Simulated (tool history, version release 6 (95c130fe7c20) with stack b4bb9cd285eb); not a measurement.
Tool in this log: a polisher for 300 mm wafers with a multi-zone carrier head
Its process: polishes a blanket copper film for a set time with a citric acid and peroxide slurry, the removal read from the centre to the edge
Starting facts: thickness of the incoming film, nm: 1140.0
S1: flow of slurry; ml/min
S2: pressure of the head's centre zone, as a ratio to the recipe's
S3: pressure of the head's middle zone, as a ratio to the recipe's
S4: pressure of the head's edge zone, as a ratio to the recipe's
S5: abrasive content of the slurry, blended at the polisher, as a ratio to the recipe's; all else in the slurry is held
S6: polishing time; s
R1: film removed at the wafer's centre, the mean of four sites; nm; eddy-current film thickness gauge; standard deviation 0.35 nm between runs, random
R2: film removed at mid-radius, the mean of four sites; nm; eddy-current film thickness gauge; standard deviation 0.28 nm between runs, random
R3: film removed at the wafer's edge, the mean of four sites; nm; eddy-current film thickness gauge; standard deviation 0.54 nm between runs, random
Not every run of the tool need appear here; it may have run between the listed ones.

Run 1, hour 0.0: S1 235 ml/min, S2 1.00, S3 1.00, S4 1.00, S5 1.00, S6 30 s. Result: R1 64.652 nm, R2 64.903 nm, R3 67.851 nm.
Run 2, hour 4.2: S1 200 ml/min, S2 1.00, S3 1.00, S4 1.00, S5 1.00, S6 30 s. Result: R1 61.796 nm, R2 62.662 nm, R3 67.373 nm.
Run 3, hour 8.9: S1 200 ml/min, S2 1.00, S3 1.00, S4 1.00, S5 1.00, S6 34 s. Result: R1 69.653 nm, R2 72.096 nm, R3 75.287 nm.
Run 4, hour 11.4: S1 205 ml/min, S2 0.99, S3 1.00, S4 0.98, S5 0.95, S6 32 s. Result: R1 63.367 nm, R2 66.915 nm, R3 70.541 nm.
Run 5, hour 16.9: S1 205 ml/min, S2 0.99, S3 1.06, S4 0.98, S5 0.95, S6 32 s. Result: R1 63.705 nm, R2 70.694 nm, R3 68.076 nm.
Run 6, hour 20.1: S1 205 ml/min, S2 0.99, S3 1.03, S4 0.98, S5 0.95, S6 32 s. Result: R1 64.275 nm, R2 69.043 nm, R3 70.490 nm.
Run 7, hour 20.7: S1 200 ml/min, S2 0.99, S3 1.04, S4 0.97, S5 0.90, S6 30 s. Result: R1 58.989 nm, R2 63.645 nm, R3 61.822 nm.
Run 8, hour 24.8: S1 195 ml/min, S2 0.98, S3 1.02, S4 0.96, S5 0.85, S6 29 s. Result: R1 54.193 nm, R2 58.281 nm, R3 58.726 nm.
Run 9, hour 29.7: S1 250 ml/min, S2 0.96, S3 0.98, S4 0.86, S5 0.60, S6 21 s. Result: R1 35.953 nm, R2 37.899 nm, R3 37.396 nm.

Expected results for the next run?
Run 10, hour 34.4: S1 250 ml/min, S2 0.95, S3 0.97, S4 0.86, S5 0.60, S6 21 s. Result: R1 ?, R2 ?, R3 ?.

R1: 35.454 nm
R2: 37.712 nm
R3: 36.830 nm

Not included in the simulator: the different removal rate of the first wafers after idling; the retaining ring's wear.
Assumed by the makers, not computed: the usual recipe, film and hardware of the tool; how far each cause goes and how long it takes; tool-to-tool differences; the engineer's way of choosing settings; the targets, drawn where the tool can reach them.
